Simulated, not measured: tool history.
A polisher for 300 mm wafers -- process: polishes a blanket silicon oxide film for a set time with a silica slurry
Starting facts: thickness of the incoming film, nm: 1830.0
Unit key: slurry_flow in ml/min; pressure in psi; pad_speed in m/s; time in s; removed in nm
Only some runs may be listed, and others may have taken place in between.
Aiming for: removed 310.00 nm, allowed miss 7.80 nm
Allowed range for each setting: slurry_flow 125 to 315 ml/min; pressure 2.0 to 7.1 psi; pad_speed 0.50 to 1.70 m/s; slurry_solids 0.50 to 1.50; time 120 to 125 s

run,hour,slurry_flow,pressure,pad_speed,slurry_solids,time,removed
1,0.0,205,4.5,1.10,1.00,120,361.35
2,4.1,205,4.5,1.10,1.20,120,386.77
3,6.9,205,5.1,1.10,1.20,120,439.19
4,12.5,205,5.1,1.10,1.20,120,438.14
5,16.8,200,4.8,1.10,1.20,120,411.25
6,18.3,200,4.6,1.10,1.20,120,392.49
7,19.7,180,3.4,1.10,1.20,120,287.51
8,21.0,185,3.4,1.10,1.20,120,293.26
9,24.6,190,3.4,1.10,1.20,120,290.93
10,31.0,195,3.4,1.10,1.20,120,294.09
11,34.5,200,3.4,1.10,1.20,120,298.24
12,36.9,205,3.4,1.10,1.20,120,295.56
13,45.6,210,3.4,1.10,1.20,120,297.13
14,52.8,215,3.4,1.10,1.20,120,298.11

Which single option among these 5 for the next run brings every result within its allowed miss of target? Just one does.
A,60.0,200,3.6,1.08,1.25,125,?
B,60.0,220,3.4,0.98,1.35,120,?
C,60.0,240,3.5,1.10,1.30,125,?
D,60.0,250,3.1,1.18,1.35,120,?
E,60.0,125,4.0,1.26,1.00,122,?

move,removed
A,326.44
B,286.63
C,335.43
D,309.12
E,330.74
A: pushes the last run's worst result past its target
B: lands further from the targets than the last run did
C: pushes the last run's worst result past its target
D: all results in spec
E: pushes the last run's worst result past its target
D is the move that brings every result within its allowed miss.
